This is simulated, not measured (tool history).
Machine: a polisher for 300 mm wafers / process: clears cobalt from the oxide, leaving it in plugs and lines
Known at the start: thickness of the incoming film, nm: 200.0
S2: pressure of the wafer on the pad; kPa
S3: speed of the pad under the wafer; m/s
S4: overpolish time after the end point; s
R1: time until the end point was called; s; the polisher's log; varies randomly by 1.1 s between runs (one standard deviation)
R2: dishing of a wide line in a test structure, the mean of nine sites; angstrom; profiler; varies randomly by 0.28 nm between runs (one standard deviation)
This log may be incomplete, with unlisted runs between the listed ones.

Run 1, hour 0.0: flow of slurry (ml/min) 160, S2 13.1 kPa, S3 0.98 m/s, S4 14 s. Result: R1 51.116 s, R2 346.27 angstrom.
Run 2, hour 2.5: flow of slurry (ml/min) 160, S2 14.5 kPa, S3 0.98 m/s, S4 14 s. Result: R1 47.455 s, R2 369.55 angstrom.
Run 3, hour 3.3: flow of slurry (ml/min) 160, S2 11.7 kPa, S3 0.98 m/s, S4 14 s. Result: R1 55.489 s, R2 336.39 angstrom.
Run 4, hour 10.2: flow of slurry (ml/min) 160, S2 11.0 kPa, S3 0.96 m/s, S4 13 s. Result: R1 56.512 s, R2 307.59 angstrom.
Run 5, hour 17.1: flow of slurry (ml/min) 160, S2 11.0 kPa, S3 0.96 m/s, S4 9 s. Result: R1 56.967 s, R2 232.16 angstrom.
Run 6, hour 26.0: flow of slurry (ml/min) 160, S2 14.5 kPa, S3 0.96 m/s, S4 9 s. Result: R1 46.640 s, R2 266.97 angstrom.
Run 7, hour 31.1: flow of slurry (ml/min) 160, S2 12.4 kPa, S3 0.96 m/s, S4 10 s. Result: R1 52.506 s, R2 271.22 angstrom.

Predict the results of run 8:
Run 8, hour 35.3: flow of slurry (ml/min) 155, S2 8.3 kPa, S3 0.92 m/s, S4 9 s. Result: R1 ?, R2 ?.

{"run 8": {"R1": 72.855, "R2": 195.79}}
